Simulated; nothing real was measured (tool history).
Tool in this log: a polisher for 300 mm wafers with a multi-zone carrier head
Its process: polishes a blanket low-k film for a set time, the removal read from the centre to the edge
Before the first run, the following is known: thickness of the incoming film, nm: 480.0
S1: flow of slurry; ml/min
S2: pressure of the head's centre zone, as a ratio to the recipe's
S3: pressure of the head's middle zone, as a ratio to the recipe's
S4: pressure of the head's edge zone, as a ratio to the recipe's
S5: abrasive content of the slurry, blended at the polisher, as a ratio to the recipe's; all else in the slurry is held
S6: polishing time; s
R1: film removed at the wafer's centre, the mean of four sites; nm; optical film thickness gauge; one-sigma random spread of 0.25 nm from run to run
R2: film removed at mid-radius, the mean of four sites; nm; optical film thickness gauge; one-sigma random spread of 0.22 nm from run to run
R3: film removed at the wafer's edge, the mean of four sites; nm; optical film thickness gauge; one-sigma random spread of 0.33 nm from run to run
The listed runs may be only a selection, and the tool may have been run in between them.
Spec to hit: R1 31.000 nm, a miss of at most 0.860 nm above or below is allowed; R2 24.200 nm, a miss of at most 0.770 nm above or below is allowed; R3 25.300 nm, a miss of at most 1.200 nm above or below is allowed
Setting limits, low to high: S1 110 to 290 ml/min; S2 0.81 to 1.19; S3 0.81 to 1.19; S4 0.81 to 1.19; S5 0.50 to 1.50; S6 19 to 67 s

| run | hour | S1 | S2 | S3 | S4 | S5 | S6 | R1 | R2 | R3 |
|---|---|---|---|---|---|---|---|---|---|---|
| 1 | 0.0 | 185 | 1.00 | 1.00 | 1.00 | 1.00 | 43 | 24.444 | 24.672 | 23.835 |
| 2 | 1.3 | 205 | 1.05 | 0.97 | 1.01 | 1.00 | 43 | 25.476 | 24.515 | 25.212 |
| 3 | 9.6 | 205 | 1.05 | 0.93 | 1.01 | 1.00 | 43 | 25.889 | 23.706 | 24.302 |
| 4 | 15.8 | 245 | 1.05 | 0.93 | 1.01 | 1.00 | 43 | 26.666 | 24.209 | 25.496 |
| 5 | 16.5 | 245 | 1.05 | 0.93 | 1.01 | 1.00 | 36 | 22.393 | 20.144 | 21.017 |
| 6 | 23.0 | 245 | 1.00 | 0.93 | 1.01 | 1.00 | 36 | 21.111 | 20.427 | 20.616 |
| 7 | 30.6 | 250 | 1.06 | 0.94 | 0.98 | 1.10 | 36 | 23.250 | 20.792 | 21.209 |
| 8 | 37.9 | 255 | 1.10 | 0.95 | 0.98 | 1.20 | 36 | 24.678 | 21.438 | 21.829 |
| 9 | 43.1 | 260 | 1.13 | 0.95 | 0.98 | 1.30 | 37 | 27.013 | 23.031 | 22.942 |
| 10 | 46.3 | 265 | 1.15 | 0.94 | 1.00 | 1.35 | 37 | 27.119 | 23.206 | 23.715 |
| 11 | 52.0 | 270 | 1.16 | 0.92 | 0.98 | 1.40 | 38 | 29.087 | 23.421 | 24.096 |

Consider the 4 candidate settings below. Which is the only one whose results all fall within their allowed miss of target?
| A | 57.7 | 245 | 1.19 | 0.93 | 1.03 | 1.50 | 39 | ? | ? | ? |
| B | 57.7 | 265 | 1.10 | 0.98 | 1.15 | 1.40 | 38 | ? | ? | ? |
| C | 57.7 | 270 | 1.19 | 0.88 | 0.91 | 1.35 | 39 | ? | ? | ? |
| D | 57.7 | 285 | 1.14 | 0.97 | 0.96 | 1.30 | 37 | ? | ? | ? |

| move | R1 | R2 | R3 |
|---|---|---|---|
| A | 30.831 | 24.183 | 25.123 |
| B | 27.531 | 24.396 | 25.556 |
| C | 30.331 | 22.707 | 23.231 |
| D | 27.469 | 23.264 | 22.438 |
A: all results in spec
B: further off than the last run
C: gets the furthest-off result to its target, but another result is out of tolerance
D: further off than the last run
Answer: A
